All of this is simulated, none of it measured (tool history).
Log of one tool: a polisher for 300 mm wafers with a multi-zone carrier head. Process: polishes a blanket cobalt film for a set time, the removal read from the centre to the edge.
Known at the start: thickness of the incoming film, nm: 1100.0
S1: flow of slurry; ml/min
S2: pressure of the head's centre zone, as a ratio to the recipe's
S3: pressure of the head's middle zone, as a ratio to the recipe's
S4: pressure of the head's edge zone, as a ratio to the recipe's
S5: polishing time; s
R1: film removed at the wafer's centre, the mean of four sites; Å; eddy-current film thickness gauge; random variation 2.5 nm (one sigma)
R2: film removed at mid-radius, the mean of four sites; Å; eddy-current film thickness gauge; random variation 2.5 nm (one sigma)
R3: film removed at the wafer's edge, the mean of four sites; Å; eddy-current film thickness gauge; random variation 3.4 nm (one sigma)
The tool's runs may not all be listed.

Run 1, hour 0.0: S1 135 ml/min, S2 1.00, S3 1.00, S4 1.00, S5 70 s. Result: R1 3506.3 Å, R2 3490.6 Å, R3 3481.7 Å.
Run 2, hour 7.2: S1 135 ml/min, S2 1.03, S3 1.00, S4 1.00, S5 70 s. Result: R1 3553.1 Å, R2 3541.0 Å, R3 3473.5 Å.
Run 3, hour 15.9: S1 130 ml/min, S2 1.00, S3 1.02, S4 1.01, S5 69 s. Result: R1 3342.4 Å, R2 3502.3 Å, R3 3454.5 Å.
Run 4, hour 24.1: S1 130 ml/min, S2 1.00, S3 1.02, S4 0.96, S5 69 s. Result: R1 3357.8 Å, R2 3528.0 Å, R3 3350.0 Å.
Run 5, hour 30.1: S1 130 ml/min, S2 1.00, S3 1.02, S4 1.02, S5 69 s. Result: R1 3381.4 Å, R2 3509.4 Å, R3 3410.2 Å.
Run 6, hour 37.3: S1 160 ml/min, S2 1.00, S3 1.02, S4 1.02, S5 69 s. Result: R1 3468.6 Å, R2 3642.2 Å, R3 3535.1 Å.
Run 7, hour 38.0: S1 155 ml/min, S2 0.97, S3 1.02, S4 1.02, S5 68 s. Result: R1 3352.8 Å, R2 3565.9 Å, R3 3336.8 Å.
Run 8, hour 46.8: S1 145 ml/min, S2 0.95, S3 1.03, S4 1.04, S5 67 s. Result: R1 3146.9 Å, R2 3501.1 Å, R3 3370.2 Å.
Run 9, hour 54.1: S1 140 ml/min, S2 0.93, S3 1.03, S4 1.04, S5 67 s. Result: R1 3079.6 Å, R2 3432.5 Å, R3 3370.2 Å.

Forecast run 10:
Run 10, hour 59.0: S1 135 ml/min, S2 0.91, S3 1.03, S4 1.04, S5 67 s. Result: R1 ?, R2 ?, R3 ?.

R1: 2985.4 Å
R2: 3460.1 Å
R3: 3370.6 Å

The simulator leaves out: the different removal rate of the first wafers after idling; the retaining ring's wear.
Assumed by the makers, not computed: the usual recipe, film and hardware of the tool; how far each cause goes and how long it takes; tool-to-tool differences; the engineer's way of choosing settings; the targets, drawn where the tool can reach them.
